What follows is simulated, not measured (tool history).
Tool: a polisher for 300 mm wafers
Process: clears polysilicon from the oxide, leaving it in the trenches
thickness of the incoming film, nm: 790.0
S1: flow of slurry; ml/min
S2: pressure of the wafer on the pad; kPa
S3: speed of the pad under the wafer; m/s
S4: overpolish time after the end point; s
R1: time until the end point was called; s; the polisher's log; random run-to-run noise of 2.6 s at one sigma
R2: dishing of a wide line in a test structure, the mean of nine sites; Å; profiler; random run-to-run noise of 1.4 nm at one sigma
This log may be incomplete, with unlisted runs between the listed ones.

run	hour	S1	S2	S3	S4	R1	R2
1	0	240	12.4	1.22	29	89.856	745.64
2	5.4	240	11	1.16	25	107	700.3
3	11.1	185	11	1.16	25	107.49	673.81
4	14.3	185	12.4	1.16	25	95.35	701.9
5	19.4	145	12.4	1.16	25	99.771	722.15
6	22.9	145	12.4	1.38	25	83.862	759.83
7	25.8	175	9	1.04	11	146.28	424.13
8	29.5	175	8.3	1.02	16	159.72	509.73

The next listed run, before its measurement:
9	30.1	175	7.6	1.02	17	?	?

R1: 175.38 s
R2: 515.51 Å
